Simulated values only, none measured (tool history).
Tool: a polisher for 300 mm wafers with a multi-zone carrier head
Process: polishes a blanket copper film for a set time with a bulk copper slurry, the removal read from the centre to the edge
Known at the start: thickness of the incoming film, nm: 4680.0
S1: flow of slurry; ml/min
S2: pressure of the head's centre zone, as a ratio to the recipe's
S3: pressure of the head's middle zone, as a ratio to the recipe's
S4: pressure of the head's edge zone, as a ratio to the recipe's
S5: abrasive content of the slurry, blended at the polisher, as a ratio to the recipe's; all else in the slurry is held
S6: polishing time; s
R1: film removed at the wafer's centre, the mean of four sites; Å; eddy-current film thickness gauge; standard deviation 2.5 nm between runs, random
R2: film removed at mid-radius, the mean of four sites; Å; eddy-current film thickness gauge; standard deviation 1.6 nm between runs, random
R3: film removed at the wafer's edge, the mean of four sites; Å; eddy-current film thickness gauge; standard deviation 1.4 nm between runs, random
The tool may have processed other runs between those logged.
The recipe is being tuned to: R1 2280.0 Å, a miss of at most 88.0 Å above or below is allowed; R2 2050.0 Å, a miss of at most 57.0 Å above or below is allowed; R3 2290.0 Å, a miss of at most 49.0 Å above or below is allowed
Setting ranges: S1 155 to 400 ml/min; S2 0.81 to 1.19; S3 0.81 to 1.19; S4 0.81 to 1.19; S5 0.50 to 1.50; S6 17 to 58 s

Run 1, hour 0.0: S1 255 ml/min, S2 1.00, S3 1.00, S4 1.00, S5 1.00, S6 37 s. Result: R1 2726.7 Å, R2 2724.0 Å, R3 2639.6 Å.
Run 2, hour 3.0: S1 245 ml/min, S2 0.99, S3 0.97, S4 0.99, S5 0.95, S6 37 s. Result: R1 2598.4 Å, R2 2620.1 Å, R3 2580.5 Å.
Run 3, hour 11.2: S1 240 ml/min, S2 1.00, S3 0.94, S4 0.99, S5 0.90, S6 37 s. Result: R1 2642.8 Å, R2 2551.9 Å, R3 2554.8 Å.
Run 4, hour 15.9: S1 235 ml/min, S2 1.00, S3 0.92, S4 1.00, S5 0.85, S6 37 s. Result: R1 2587.4 Å, R2 2453.5 Å, R3 2534.2 Å.
Run 5, hour 18.4: S1 230 ml/min, S2 1.00, S3 0.90, S4 1.00, S5 0.80, S6 37 s. Result: R1 2588.8 Å, R2 2397.4 Å, R3 2488.8 Å.
Run 6, hour 21.1: S1 230 ml/min, S2 1.00, S3 0.82, S4 1.00, S5 0.80, S6 37 s. Result: R1 2604.2 Å, R2 2268.8 Å, R3 2501.3 Å.
Run 7, hour 26.1: S1 225 ml/min, S2 0.99, S3 0.82, S4 1.00, S5 0.75, S6 37 s. Result: R1 2480.7 Å, R2 2236.3 Å, R3 2492.0 Å.
Run 8, hour 32.3: S1 225 ml/min, S2 0.99, S3 0.82, S4 1.00, S5 0.75, S6 37 s. Result: R1 2465.7 Å, R2 2211.7 Å, R3 2462.2 Å.

Which single option among these 4 for the next run brings every result within its allowed miss of target? Just one does.
Run A, hour 38.5: S1 290 ml/min, S2 1.05, S3 0.82, S4 1.03, S5 0.60, S6 34 s. Result: R1 ?, R2 ?, R3 ?.
Run B, hour 38.5: S1 195 ml/min, S2 1.06, S3 0.85, S4 1.03, S5 0.65, S6 37 s. Result: R1 ?, R2 ?, R3 ?.
Run C, hour 38.5: S1 200 ml/min, S2 1.06, S3 0.81, S4 1.04, S5 0.80, S6 35 s. Result: R1 ?, R2 ?, R3 ?.
Run D, hour 38.5: S1 295 ml/min, S2 0.98, S3 0.82, S4 1.03, S5 0.90, S6 32 s. Result: R1 ?, R2 ?, R3 ?.

move      R1      R2      R3
   A  2452.5  2025.5  2263.1
   B  2568.6  2162.7  2393.1
   C  2527.7  2062.9  2363.4
   D  2310.6  2046.0  2284.3
A: corrects the largest miss of the last run, while another result sits out of spec
B: nearer the targets than the last run, but a result is still out of spec
C: nearer the targets than the last run, but a result is still out of spec
D: each result inside its tolerance
Move D is the one to make.

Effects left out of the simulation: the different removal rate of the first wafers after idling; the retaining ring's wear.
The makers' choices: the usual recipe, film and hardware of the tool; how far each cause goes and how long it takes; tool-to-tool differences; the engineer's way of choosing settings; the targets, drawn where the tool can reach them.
